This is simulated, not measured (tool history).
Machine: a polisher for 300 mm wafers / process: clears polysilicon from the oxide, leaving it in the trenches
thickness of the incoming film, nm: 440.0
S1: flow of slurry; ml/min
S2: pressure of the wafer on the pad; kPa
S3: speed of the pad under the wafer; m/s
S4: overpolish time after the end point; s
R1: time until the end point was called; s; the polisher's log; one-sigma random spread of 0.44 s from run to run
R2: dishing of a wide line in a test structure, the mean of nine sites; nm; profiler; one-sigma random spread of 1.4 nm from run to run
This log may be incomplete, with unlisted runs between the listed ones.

run,hour,S1,S2,S3,S4,R1,R2
1,0,285,12.4,1.28,16,41.058,76.145
2,3.6,285,13.1,1.3,15,37.816,74.077
3,5.1,285,13.1,1.42,15,35.483,75.02
4,6.1,285,13.1,1.1,15,43.306,70.929
5,11.7,290,13.8,1.12,14,40.481,73.112
6,19.1,230,13.8,1.12,14,40.833,70.179

Estimate the outcome of run 7 from the log above:
7,27.4,170,17.2,1.44,6,?,?

{"run 7": {"R1": 27.478, "R2": 56.793}}
